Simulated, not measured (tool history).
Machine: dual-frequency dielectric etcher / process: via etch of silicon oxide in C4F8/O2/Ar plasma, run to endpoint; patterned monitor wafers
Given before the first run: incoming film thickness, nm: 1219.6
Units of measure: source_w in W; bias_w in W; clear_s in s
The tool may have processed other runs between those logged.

Run 1, hour 0: source_w 1850 W, bias_w 2659 W. Result: clear_s 237.35 s.
Run 2, hour 2.4: source_w 1670 W, bias_w 2659 W. Result: clear_s 242.57 s.
Run 3, hour 7.3: source_w 1820 W, bias_w 2688 W. Result: clear_s 237.28 s.
Run 4, hour 10.5: source_w 1610 W, bias_w 2688 W. Result: clear_s 243.85 s.
Run 5, hour 14.5: source_w 1610 W, bias_w 2481 W. Result: clear_s 252.82 s.
Run 6, hour 15.5: source_w 1610 W, bias_w 2680 W. Result: clear_s 244.75 s.

What will run 7 give?
Run 7, hour 19.7: source_w 1770 W, bias_w 2704 W. Result: clear_s ?.

clear_s: 239.12 s

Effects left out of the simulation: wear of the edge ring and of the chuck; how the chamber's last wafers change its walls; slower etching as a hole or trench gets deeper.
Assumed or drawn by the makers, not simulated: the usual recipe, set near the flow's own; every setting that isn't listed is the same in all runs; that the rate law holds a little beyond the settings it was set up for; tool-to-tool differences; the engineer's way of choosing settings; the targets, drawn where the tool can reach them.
